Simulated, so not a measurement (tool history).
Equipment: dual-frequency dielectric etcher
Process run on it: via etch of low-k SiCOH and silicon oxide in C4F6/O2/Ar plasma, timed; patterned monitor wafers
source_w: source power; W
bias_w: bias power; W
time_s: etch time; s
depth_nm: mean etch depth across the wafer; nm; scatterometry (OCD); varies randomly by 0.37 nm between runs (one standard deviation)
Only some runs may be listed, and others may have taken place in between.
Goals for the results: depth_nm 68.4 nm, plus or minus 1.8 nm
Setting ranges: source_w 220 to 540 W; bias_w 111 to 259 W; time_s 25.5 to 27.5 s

run	hour	source_w	bias_w	time_s	depth_nm
1	0	380	185	27.5	58.445
2	0.8	420	192	27.5	61.57
3	5.7	360	192	27.5	57.874
4	12.6	400	199	27.5	61.244
5	15.7	430	203	27.5	63.155
6	22.8	430	203	27.5	62.507
7	23.3	460	209	27.5	64.712
8	32	480	213	27.5	66.372

Next run, 4 choices. One meets every target within its allowed miss, the rest don't. Which?
A	40.7	540	219	27	?
B	40.7	460	226	27	?
C	40.7	450	227	26	?
D	40.7	500	198	27.5	?

move	depth_nm
A	68.398
B	65.965
C	63.22
D	65.445
A: hits every target within its allowed miss
B: misses by more than the last run did
C: misses by more than the last run did
D: misses by more than the last run did
Correct choice: A, which meets every target
